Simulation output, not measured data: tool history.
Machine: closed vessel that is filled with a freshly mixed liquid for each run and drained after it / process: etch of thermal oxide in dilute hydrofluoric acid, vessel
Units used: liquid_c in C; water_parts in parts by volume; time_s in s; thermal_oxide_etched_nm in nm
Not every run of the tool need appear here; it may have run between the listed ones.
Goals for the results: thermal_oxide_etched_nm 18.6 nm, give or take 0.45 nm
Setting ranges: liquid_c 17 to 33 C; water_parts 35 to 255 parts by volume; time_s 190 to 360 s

| run | hour | liquid_c | water_parts | time_s | thermal_oxide_etched_nm |
|---|---|---|---|---|---|
| 1 | 0 | 25 | 145 | 360 | 12.487 |
| 2 | 2.1 | 25 | 145 | 190 | 6.5663 |
| 3 | 5.1 | 25 | 145 | 190 | 6.592 |
| 4 | 12.2 | 25 | 195 | 190 | 4.6148 |
| 5 | 20.3 | 25 | 245 | 190 | 3.4921 |
| 6 | 27.9 | 25 | 245 | 190 | 3.4985 |
| 7 | 35.3 | 26 | 215 | 190 | 4.2829 |
| 8 | 37.4 | 26 | 185 | 200 | 5.3758 |
| 9 | 46.5 | 26 | 160 | 210 | 6.745 |
| 10 | 50.9 | 26.5 | 140 | 210 | 8.0396 |
| 11 | 54.9 | 27 | 125 | 210 | 9.4098 |
| 12 | 63.4 | 28 | 115 | 210 | 10.697 |
| 13 | 72.6 | 28.5 | 105 | 210 | 12.104 |
| 14 | 76.6 | 29 | 100 | 210 | 12.987 |
| 15 | 78.1 | 29.5 | 95 | 210 | 14.121 |
| 16 | 85.2 | 30 | 95 | 210 | 14.304 |
|  | 93.5 | thermometer replaced |
| 17 | 93.5 | 33 | 70 | 210 | 21.603 |
| 18 | 96.6 | 32.5 | 70 | 210 | 21.366 |
| 19 | 99.7 | 32 | 70 | 210 | 20.791 |
| 20 | 103.6 | 31.5 | 70 | 210 | 20.374 |
| 21 | 107.2 | 31 | 70 | 210 | 20.035 |

Exercise: of the 5 proposed moves below, exactly one satisfies all targets within the stated allowed misses. Which move is it?
| A | 110.8 | 28 | 100 | 345 | ? |
| B | 110.8 | 28.5 | 60 | 190 | ? |
| C | 110.8 | 32.5 | 65 | 190 | ? |
| D | 110.8 | 33 | 70 | 190 | ? |
| E | 110.8 | 27.5 | 105 | 350 | ? |

| move | thermal_oxide_etched_nm |
|---|---|
| A | 19.764 |
| B | 19.563 |
| C | 20.915 |
| D | 19.633 |
| E | 18.609 |
A: closer than the last run, but not yet in spec
B: closer than the last run, but not yet in spec
C: lands further from the targets than the last run did
D: closer than the last run, but not yet in spec
E: every result lands within tolerance
Answer: E
